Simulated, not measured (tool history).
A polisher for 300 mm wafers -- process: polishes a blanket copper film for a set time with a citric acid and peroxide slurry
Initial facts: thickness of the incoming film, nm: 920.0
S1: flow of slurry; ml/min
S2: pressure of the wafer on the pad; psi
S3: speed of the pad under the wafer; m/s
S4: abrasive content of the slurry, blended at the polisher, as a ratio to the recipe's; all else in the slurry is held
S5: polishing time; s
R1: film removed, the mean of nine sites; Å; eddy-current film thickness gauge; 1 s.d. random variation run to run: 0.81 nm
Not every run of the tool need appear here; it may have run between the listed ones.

run	hour	S1	S2	S3	S4	S5	R1
1	0.0	260	2.5	1.08	1.0	65	1484.00
2	4.6	260	2.3	1.04	1.0	65	1329.10
3	6.4	260	2.2	1.00	1.0	65	1214.50
4	10.0	260	2.1	0.98	1.0	65	1131.30
5	16.4	260	2.1	1.12	1.0	65	1301.80
6	18.1	215	2.1	1.12	1.0	65	1298.10
7	23.6	215	2.0	1.08	1.0	65	1177.20
8	28.1	215	1.9	1.04	1.0	65	1074.90
9	35.7	215	1.8	1.02	1.0	65	1005.70
10	36.5	215	1.7	1.00	1.0	65	937.60
11	41.8	215	1.6	0.98	1.0	65	900.84

Run 12 is up next; what results do you expect?
12	50.6	215	1.5	0.96	1.0	65	?

Logged for run 12: R1 814.02 Å.
